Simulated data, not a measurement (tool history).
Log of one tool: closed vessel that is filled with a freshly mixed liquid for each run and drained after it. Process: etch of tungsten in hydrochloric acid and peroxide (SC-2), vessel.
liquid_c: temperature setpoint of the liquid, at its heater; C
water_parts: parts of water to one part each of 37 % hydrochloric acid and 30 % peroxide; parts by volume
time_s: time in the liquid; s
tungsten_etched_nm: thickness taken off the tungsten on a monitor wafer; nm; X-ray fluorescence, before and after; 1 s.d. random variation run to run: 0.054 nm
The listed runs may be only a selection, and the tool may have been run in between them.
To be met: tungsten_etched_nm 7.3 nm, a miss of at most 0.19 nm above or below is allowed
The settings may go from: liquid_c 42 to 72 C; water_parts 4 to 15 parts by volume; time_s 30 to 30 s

Run 1, hour 0: liquid_c 58 C, water_parts 8.5 parts by volume, time_s 30 s. Result: tungsten_etched_nm 10.097 nm.
Run 2, hour 7.7: liquid_c 56.5 C, water_parts 8.5 parts by volume, time_s 30 s. Result: tungsten_etched_nm 9.1044 nm.
Run 3, hour 9.2: liquid_c 56.5 C, water_parts 9.5 parts by volume, time_s 30 s. Result: tungsten_etched_nm 8.1529 nm.
Run 4, hour 17.9: liquid_c 56.5 C, water_parts 12 parts by volume, time_s 30 s. Result: tungsten_etched_nm 6.845 nm.
Run 5, hour 19.4: liquid_c 56.5 C, water_parts 12 parts by volume, time_s 30 s. Result: tungsten_etched_nm 6.8384 nm.
Run 6, hour 23.9: liquid_c 62.5 C, water_parts 12 parts by volume, time_s 30 s. Result: tungsten_etched_nm 9.9514 nm.
Run 7, hour 30.2: liquid_c 61 C, water_parts 12 parts by volume, time_s 30 s. Result: tungsten_etched_nm 9.0632 nm.
Run 8, hour 36.5: liquid_c 60 C, water_parts 12 parts by volume, time_s 30 s. Result: tungsten_etched_nm 8.477 nm.
Run 9, hour 43.6: liquid_c 57 C, water_parts 12 parts by volume, time_s 30 s. Result: tungsten_etched_nm 7.0262 nm.

Exactly one of the 4 candidate moves below puts every result within its allowed miss. Which one?
Run A, hour 50.7: liquid_c 58.5 C, water_parts 13 parts by volume, time_s 30 s. Result: tungsten_etched_nm ?.
Run B, hour 50.7: liquid_c 56 C, water_parts 12 parts by volume, time_s 30 s. Result: tungsten_etched_nm ?.
Run C, hour 50.7: liquid_c 56 C, water_parts 11.5 parts by volume, time_s 30 s. Result: tungsten_etched_nm ?.
Run D, hour 50.7: liquid_c 57.5 C, water_parts 12.5 parts by volume, time_s 30 s. Result: tungsten_etched_nm ?.

move  tungsten_etched_nm
   A              7.2101
   B              6.5865
   C              6.8304
   D              6.9999
A: every result within its allowed miss
B: its largest miss is bigger than the last run's
C: its largest miss is bigger than the last run's
D: its largest miss is bigger than the last run's
Move A is the one to make.
